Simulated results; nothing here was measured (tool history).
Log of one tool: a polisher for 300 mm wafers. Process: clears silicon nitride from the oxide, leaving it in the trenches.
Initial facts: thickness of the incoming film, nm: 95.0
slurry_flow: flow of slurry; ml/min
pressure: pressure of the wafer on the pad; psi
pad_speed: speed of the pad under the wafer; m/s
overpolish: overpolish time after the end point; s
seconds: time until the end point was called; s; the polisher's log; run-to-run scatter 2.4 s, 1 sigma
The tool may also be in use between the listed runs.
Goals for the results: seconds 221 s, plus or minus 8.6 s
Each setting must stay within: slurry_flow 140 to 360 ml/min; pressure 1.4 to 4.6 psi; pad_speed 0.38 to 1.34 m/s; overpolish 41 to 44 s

run  hour  slurry_flow  pressure  pad_speed  overpolish  seconds
  1     0          230         3       0.86          41   119.46
  2   5.2          230         3       0.86          41   115.93
  3  14.1          230         3       0.86          44   116.85
  4  19.3          185         3       0.86          44   123.22
  5  24.1          180       2.4       0.84          44   155.34
  6  32.9          175       2.1       0.84          44   176.82
  7  39.3          170       1.9       0.84          44   195.34
     47.1  -- head pressure recalibrated
  8  47.1          165       1.6       0.84          44   212.19

Exactly one of the 4 candidate moves below puts every result within its allowed miss. Which one?
  A  54.9          215       1.4       0.88          41        ?
  B  54.9          165       1.6        0.9          44        ?
  C  54.9          145       1.6        0.9          41        ?
  D  54.9          145       1.8        0.8          44        ?

move  seconds
   A   219.59
   B   197.69
   C   202.93
   D   203.44
A: every result lands within tolerance
B: further off than the last run
C: further off than the last run
D: further off than the last run
Go with A: it meets all targets.
